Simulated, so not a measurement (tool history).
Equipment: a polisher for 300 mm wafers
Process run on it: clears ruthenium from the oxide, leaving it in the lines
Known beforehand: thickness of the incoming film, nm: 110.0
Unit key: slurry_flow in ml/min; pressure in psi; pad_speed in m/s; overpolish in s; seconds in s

run  hour  slurry_flow  pressure  pad_speed  overpolish  seconds
  1     0          260       1.6       1.12          12   142.23
  2   3.9          260       1.6       1.26          12    127.3
  3    10          310       1.6       1.26          12   124.39
  4  11.4          285       1.6       1.26          12   128.04
  5  15.5          245       1.6       1.26          12   127.74
  6  20.4          185       1.6       1.26          12   133.83

Forecast run 7:
     28.4  -- worn pad replaced by a new one
  7  28.4          185       1.4       1.26          12        ?

seconds: 141.62 s

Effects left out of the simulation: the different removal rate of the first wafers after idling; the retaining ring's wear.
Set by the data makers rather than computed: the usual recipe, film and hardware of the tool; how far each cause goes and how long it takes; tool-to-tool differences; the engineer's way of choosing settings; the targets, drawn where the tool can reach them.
